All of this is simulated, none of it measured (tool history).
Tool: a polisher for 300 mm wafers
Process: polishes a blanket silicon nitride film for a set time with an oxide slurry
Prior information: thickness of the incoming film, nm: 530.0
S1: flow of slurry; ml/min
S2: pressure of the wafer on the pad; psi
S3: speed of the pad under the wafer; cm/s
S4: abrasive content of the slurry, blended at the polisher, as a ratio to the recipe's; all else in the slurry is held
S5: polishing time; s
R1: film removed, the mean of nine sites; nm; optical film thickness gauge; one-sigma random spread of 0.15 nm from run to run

run,hour,S1,S2,S3,S4,S5,R1
1,0.0,145,4.0,86,1.00,60,40.866
2,1.8,145,4.0,86,1.00,54,37.046
3,9.0,135,3.4,86,1.00,54,32.210
4,10.1,155,3.4,86,1.00,54,32.861
5,16.6,155,3.4,86,0.85,54,29.480
6,23.0,150,3.1,86,0.85,54,27.102
7,31.9,145,2.9,86,0.85,54,25.765

Run 8 comes next. What will it give?
8,32.6,140,2.7,86,0.85,54,?

R1: 24.535 nm
